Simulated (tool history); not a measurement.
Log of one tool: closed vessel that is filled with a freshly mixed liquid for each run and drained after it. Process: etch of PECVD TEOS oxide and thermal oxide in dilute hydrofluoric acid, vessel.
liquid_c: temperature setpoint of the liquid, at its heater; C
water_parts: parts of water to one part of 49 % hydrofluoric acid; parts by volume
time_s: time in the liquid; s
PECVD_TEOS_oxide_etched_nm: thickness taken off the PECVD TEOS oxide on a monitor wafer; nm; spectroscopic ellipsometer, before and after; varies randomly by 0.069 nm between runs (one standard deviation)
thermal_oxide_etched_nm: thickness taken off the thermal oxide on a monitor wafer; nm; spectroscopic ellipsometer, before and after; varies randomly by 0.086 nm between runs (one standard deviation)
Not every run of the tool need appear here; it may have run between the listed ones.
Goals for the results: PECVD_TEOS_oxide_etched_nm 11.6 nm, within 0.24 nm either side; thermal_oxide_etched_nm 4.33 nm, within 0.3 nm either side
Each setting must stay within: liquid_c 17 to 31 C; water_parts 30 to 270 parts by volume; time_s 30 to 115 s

run  hour  liquid_c  water_parts  time_s  PECVD_TEOS_oxide_etched_nm  thermal_oxide_etched_nm
  1     0        23          150      60                      4.1747                   1.5625
  2   7.8        23          120      60                      5.4095                   1.9844
  3  10.8        23          160      60                      3.8544                    1.467
  4  13.2        24          150      60                       4.302                   1.5832
  5  15.1        24          195      60                        3.17                   1.1758
  6    24        24          195      75                      3.9239                   1.5464
  7  30.6        24          195      75                      3.9452                   1.4723
  8  39.1      24.5          185      75                      4.2276                   1.5843
  9  46.7      24.5          185      75                      4.3268                   1.6268
 10  50.1      28.5          125      75                      7.8337                   3.0683
 11  58.7      28.5          120      75                      8.2182                   3.1167
 12  59.5      28.5          115      75                      8.5966                   3.3067
 13  64.8      28.5          110      75                      9.1518                   3.4325
 14  65.7        31           90      75                       12.73                   4.7176

4 candidate next runs follow, results not yet known. Just one meets every target within its allowed miss. Identify it.
  A  66.6      29.5           85      65                           ?                        ?
  B  66.6      30.5           80      70                           ?                        ?
  C  66.6        31          125     100                           ?                        ?
  D  66.6        31          130     115                           ?                        ?

move  PECVD_TEOS_oxide_etched_nm  thermal_oxide_etched_nm
   A                      11.059                   4.2107
   B                      13.242                   5.0416
   C                      11.563                   4.4026
   D                      12.698                   4.8347
A: the result that was furthest off in the last run now lies on the other side of its target
B: moves away from the targets compared with the last run
C: hits every target within its allowed miss
D: neither nearer nor further off than the last run
C meets every target.

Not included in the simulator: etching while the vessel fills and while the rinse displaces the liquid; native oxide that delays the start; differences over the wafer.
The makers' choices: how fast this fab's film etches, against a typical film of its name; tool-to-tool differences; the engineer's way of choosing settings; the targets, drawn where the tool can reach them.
